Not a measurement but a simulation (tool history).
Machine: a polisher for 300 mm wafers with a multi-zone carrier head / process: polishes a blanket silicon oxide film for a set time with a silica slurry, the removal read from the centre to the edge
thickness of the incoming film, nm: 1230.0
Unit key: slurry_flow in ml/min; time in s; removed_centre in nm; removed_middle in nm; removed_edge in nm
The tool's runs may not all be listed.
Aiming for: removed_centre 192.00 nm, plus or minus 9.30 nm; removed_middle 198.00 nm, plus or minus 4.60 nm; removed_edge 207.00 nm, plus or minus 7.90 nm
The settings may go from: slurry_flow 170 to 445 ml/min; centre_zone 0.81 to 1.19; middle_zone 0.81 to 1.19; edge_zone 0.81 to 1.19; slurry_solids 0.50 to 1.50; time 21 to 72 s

{"run": 1, "hour": 0.0, "slurry_flow": 285, "centre_zone": 1.0, "middle_zone": 1.0, "edge_zone": 1.0, "slurry_solids": 1.0, "time": 46, "removed_centre": 146.3, "removed_middle": 147.28, "removed_edge": 148.66}
{"run": 2, "hour": 5.1, "slurry_flow": 285, "centre_zone": 1.0, "middle_zone": 1.0, "edge_zone": 0.94, "slurry_solids": 1.0, "time": 46, "removed_centre": 143.69, "removed_middle": 145.76, "removed_edge": 144.11}
{"run": 3, "hour": 12.0, "slurry_flow": 285, "centre_zone": 1.0, "middle_zone": 1.07, "edge_zone": 0.94, "slurry_solids": 1.0, "time": 46, "removed_centre": 142.91, "removed_middle": 155.9, "removed_edge": 145.22}
{"run": 4, "hour": 16.6, "slurry_flow": 285, "centre_zone": 1.0, "middle_zone": 1.07, "edge_zone": 0.94, "slurry_solids": 1.0, "time": 51, "removed_centre": 158.32, "removed_middle": 172.52, "removed_edge": 155.69}
{"run": 5, "hour": 18.8, "slurry_flow": 285, "centre_zone": 1.08, "middle_zone": 1.07, "edge_zone": 0.94, "slurry_solids": 1.0, "time": 51, "removed_centre": 167.77, "removed_middle": 173.63, "removed_edge": 158.28}
{"run": 6, "hour": 23.9, "slurry_flow": 290, "centre_zone": 1.07, "middle_zone": 1.07, "edge_zone": 0.97, "slurry_solids": 1.05, "time": 51, "removed_centre": 174.31, "removed_middle": 177.19, "removed_edge": 170.16}
{"run": 7, "hour": 32.3, "slurry_flow": 300, "centre_zone": 1.07, "middle_zone": 1.08, "edge_zone": 1.0, "slurry_solids": 1.05, "time": 51, "removed_centre": 172.41, "removed_middle": 178.93, "removed_edge": 170.68}
{"run": 8, "hour": 36.8, "slurry_flow": 305, "centre_zone": 1.08, "middle_zone": 1.09, "edge_zone": 1.02, "slurry_solids": 1.05, "time": 51, "removed_centre": 174.85, "removed_middle": 179.81, "removed_edge": 173.03}
{"run": 9, "hour": 38.8, "slurry_flow": 310, "centre_zone": 1.08, "middle_zone": 1.1, "edge_zone": 1.04, "slurry_solids": 1.05, "time": 51, "removed_centre": 179.57, "removed_middle": 183.67, "removed_edge": 175.01}
{"run": 10, "hour": 47.4, "slurry_flow": 310, "centre_zone": 1.07, "middle_zone": 1.1, "edge_zone": 1.06, "slurry_solids": 1.1, "time": 51, "removed_centre": 181.91, "removed_middle": 185.43, "removed_edge": 181.63}
{"run": 11, "hour": 55.1, "slurry_flow": 315, "centre_zone": 1.06, "middle_zone": 1.1, "edge_zone": 1.08, "slurry_solids": 1.1, "time": 51, "removed_centre": 182.12, "removed_middle": 187.58, "removed_edge": 181.46}
{"run": 12, "hour": 62.1, "slurry_flow": 310, "centre_zone": 1.05, "middle_zone": 1.1, "edge_zone": 1.1, "slurry_solids": 1.15, "time": 51, "removed_centre": 180.67, "removed_middle": 191.45, "removed_edge": 186.61}
{"run": 13, "hour": 64.1, "slurry_flow": 310, "centre_zone": 1.05, "middle_zone": 1.1, "edge_zone": 1.1, "slurry_solids": 1.15, "time": 51, "removed_centre": 183.31, "removed_middle": 190.6, "removed_edge": 188.61}
{"run": 14, "hour": 66.9, "slurry_flow": 310, "centre_zone": 1.05, "middle_zone": 1.1, "edge_zone": 1.11, "slurry_solids": 1.15, "time": 51, "removed_centre": 182.96, "removed_middle": 189.84, "removed_edge": 188.27}

Pick the move, out of 5, that brings all results within their allowed miss; only one does.
{"run": "A", "hour": 69.7, "slurry_flow": 280, "centre_zone": 1.04, "middle_zone": 1.06, "edge_zone": 1.17, "slurry_solids": 1.2, "time": 54, "removed_centre": "?", "removed_middle": "?", "removed_edge": "?"}
{"run": "B", "hour": 69.7, "slurry_flow": 255, "centre_zone": 0.92, "middle_zone": 1.06, "edge_zone": 1.19, "slurry_solids": 1.25, "time": 53, "removed_centre": "?", "removed_middle": "?", "removed_edge": "?"}
{"run": "C", "hour": 69.7, "slurry_flow": 295, "centre_zone": 1.08, "middle_zone": 1.19, "edge_zone": 0.93, "slurry_solids": 0.85, "time": 61, "removed_centre": "?", "removed_middle": "?", "removed_edge": "?"}
{"run": "D", "hour": 69.7, "slurry_flow": 345, "centre_zone": 1.15, "middle_zone": 1.14, "edge_zone": 1.08, "slurry_solids": 0.95, "time": 51, "removed_centre": "?", "removed_middle": "?", "removed_edge": "?"}
{"run": "E", "hour": 69.7, "slurry_flow": 445, "centre_zone": 1.19, "middle_zone": 1.15, "edge_zone": 0.83, "slurry_solids": 0.85, "time": 59, "removed_centre": "?", "removed_middle": "?", "removed_edge": "?"}

move=A removed_centre=188.83 removed_middle=198.47 removed_edge=204.49
move=B removed_centre=169.20 removed_middle=196.55 removed_edge=204.71
move=C removed_centre=183.88 removed_middle=206.72 removed_edge=171.66
move=D removed_centre=175.63 removed_middle=180.39 removed_edge=166.75
move=E removed_centre=199.86 removed_middle=200.67 removed_edge=161.91
A: every result within its allowed miss
B: meets the target for the result that was furthest off, but another lies outside its allowed miss
C: the biggest miss grows against the last run
D: the biggest miss grows against the last run
E: the biggest miss grows against the last run
Answer: A
